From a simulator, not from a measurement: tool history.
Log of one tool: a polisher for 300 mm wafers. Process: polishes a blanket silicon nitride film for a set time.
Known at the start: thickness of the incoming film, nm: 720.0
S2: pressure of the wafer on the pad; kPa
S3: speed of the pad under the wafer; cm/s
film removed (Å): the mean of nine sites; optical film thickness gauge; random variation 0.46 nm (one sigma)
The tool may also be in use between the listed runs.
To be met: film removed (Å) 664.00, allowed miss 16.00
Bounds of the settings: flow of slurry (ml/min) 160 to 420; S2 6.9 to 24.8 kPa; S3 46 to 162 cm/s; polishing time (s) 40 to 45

Run 1, hour 0.0: flow of slurry (ml/min) 270, S2 15.9 kPa, S3 104 cm/s, polishing time (s) 45. Result: film removed (Å) 490.49.
Run 2, hour 7.2: flow of slurry (ml/min) 230, S2 15.9 kPa, S3 104 cm/s, polishing time (s) 45. Result: film removed (Å) 481.30.
Run 3, hour 13.8: flow of slurry (ml/min) 240, S2 16.5 kPa, S3 104 cm/s, polishing time (s) 45. Result: film removed (Å) 513.33.
Run 4, hour 17.8: flow of slurry (ml/min) 240, S2 17.2 kPa, S3 104 cm/s, polishing time (s) 45. Result: film removed (Å) 535.85.
Run 5, hour 26.9: flow of slurry (ml/min) 245, S2 17.9 kPa, S3 104 cm/s, polishing time (s) 45. Result: film removed (Å) 550.87.
Run 6, hour 29.8: flow of slurry (ml/min) 245, S2 18.6 kPa, S3 104 cm/s, polishing time (s) 45. Result: film removed (Å) 566.52.
Run 7, hour 35.3: flow of slurry (ml/min) 245, S2 19.3 kPa, S3 104 cm/s, polishing time (s) 45. Result: film removed (Å) 593.74.
Run 8, hour 43.4: flow of slurry (ml/min) 245, S2 20.0 kPa, S3 104 cm/s, polishing time (s) 45. Result: film removed (Å) 606.60.
Run 9, hour 46.8: flow of slurry (ml/min) 245, S2 20.7 kPa, S3 104 cm/s, polishing time (s) 45. Result: film removed (Å) 632.08.

5 next moves are on the table. One of them brings every result within its allowed miss. Which?
Run A, hour 50.2: flow of slurry (ml/min) 280, S2 20.0 kPa, S3 110 cm/s, polishing time (s) 43. Result: film removed (Å) ?.
Run B, hour 50.2: flow of slurry (ml/min) 300, S2 23.4 kPa, S3 90 cm/s, polishing time (s) 41. Result: film removed (Å) ?.
Run C, hour 50.2: flow of slurry (ml/min) 270, S2 19.3 kPa, S3 116 cm/s, polishing time (s) 43. Result: film removed (Å) ?.
Run D, hour 50.2: flow of slurry (ml/min) 240, S2 23.4 kPa, S3 108 cm/s, polishing time (s) 41. Result: film removed (Å) ?.
Run E, hour 50.2: flow of slurry (ml/min) 230, S2 20.7 kPa, S3 102 cm/s, polishing time (s) 43. Result: film removed (Å) ?.

move  film removed (Å)
   A            621.07
   B            601.62
   C            622.07
   D            673.42
   E            597.02
A: further off than the last run
B: further off than the last run
C: further off than the last run
D: meets every target
E: further off than the last run
Answer: D
